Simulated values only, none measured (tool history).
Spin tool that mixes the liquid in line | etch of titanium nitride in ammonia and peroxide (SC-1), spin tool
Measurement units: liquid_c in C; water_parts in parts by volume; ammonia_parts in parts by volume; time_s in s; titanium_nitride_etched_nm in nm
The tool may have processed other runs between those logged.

{"run": 1, "hour": 0.0, "liquid_c": 61, "water_parts": 7.5, "ammonia_parts": 0.5, "time_s": 50, "titanium_nitride_etched_nm": 7.0674}
{"run": 2, "hour": 3.1, "liquid_c": 61, "water_parts": 7.5, "ammonia_parts": 0.5, "time_s": 55, "titanium_nitride_etched_nm": 7.6763}
{"run": 3, "hour": 4.3, "liquid_c": 60, "water_parts": 7.5, "ammonia_parts": 0.5, "time_s": 55, "titanium_nitride_etched_nm": 7.259}
{"run": 4, "hour": 9.5, "liquid_c": 59, "water_parts": 7.5, "ammonia_parts": 0.5, "time_s": 55, "titanium_nitride_etched_nm": 6.8}
{"run": 5, "hour": 17.5, "liquid_c": 59, "water_parts": 10, "ammonia_parts": 0.5, "time_s": 55, "titanium_nitride_etched_nm": 5.9295}
{"run": 6, "hour": 24.8, "liquid_c": 58.5, "water_parts": 10, "ammonia_parts": 0.5, "time_s": 55, "titanium_nitride_etched_nm": 5.8127}
{"run": 7, "hour": 27.6, "liquid_c": 58, "water_parts": 10, "ammonia_parts": 0.5, "time_s": 55, "titanium_nitride_etched_nm": 5.5078}

What will run 8 give?
{"run": 8, "hour": 35.2, "liquid_c": 57.5, "water_parts": 10, "ammonia_parts": 0.5, "time_s": 55, "titanium_nitride_etched_nm": "?"}

{"run 8": {"titanium_nitride_etched_nm": 5.2708}}

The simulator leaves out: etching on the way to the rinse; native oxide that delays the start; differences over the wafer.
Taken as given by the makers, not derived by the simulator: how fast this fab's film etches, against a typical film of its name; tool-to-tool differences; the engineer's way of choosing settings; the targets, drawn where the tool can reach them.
